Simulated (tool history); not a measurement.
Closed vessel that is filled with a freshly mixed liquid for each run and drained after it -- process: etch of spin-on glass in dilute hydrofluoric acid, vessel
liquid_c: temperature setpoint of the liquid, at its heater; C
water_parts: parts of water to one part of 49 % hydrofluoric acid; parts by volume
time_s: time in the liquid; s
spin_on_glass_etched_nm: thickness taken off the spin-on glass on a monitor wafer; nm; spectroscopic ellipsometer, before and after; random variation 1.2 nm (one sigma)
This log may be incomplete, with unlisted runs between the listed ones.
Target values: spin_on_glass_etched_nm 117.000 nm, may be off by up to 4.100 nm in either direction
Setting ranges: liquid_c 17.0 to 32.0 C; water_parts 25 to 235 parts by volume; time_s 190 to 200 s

run  hour  liquid_c  water_parts  time_s  spin_on_glass_etched_nm
  1   0.0      24.0          130     190                   39.107
  2   4.3      25.0          120     190                   43.879
  3   8.8      25.5          110     190                   50.011
  4   9.5      25.5          110     190                   50.420
  5  11.1      22.0          110     190                   43.878
  6  18.7      23.0          100     190                   50.974
  7  24.4      24.0           95     190                   56.270
  8  28.9      25.0           90     190                   61.658
  9  29.7      25.5           85     190                   66.513
 10  36.0      26.0           80     190                   74.045
 11  40.0      26.5           80     190                   76.194

Consider the 5 candidate settings below. Which is the only one whose results all fall within their allowed miss of target?
  A  44.0      28.5           80     200                        ?
  B  44.0      25.5          120     190                        ?
  C  44.0      26.5           55     200                        ?
  D  44.0      32.0           80     200                        ?
  E  44.0      26.5          110     190                        ?

move  spin_on_glass_etched_nm
   A                   85.312
   B                   45.655
   C                  118.790
   D                   97.475
   E                   52.413
A: moves toward the targets from the last run without getting all of them in spec
B: lands further from the targets than the last run did
C: meets every target
D: moves toward the targets from the last run without getting all of them in spec
E: lands further from the targets than the last run did
The move that meets every target is C.
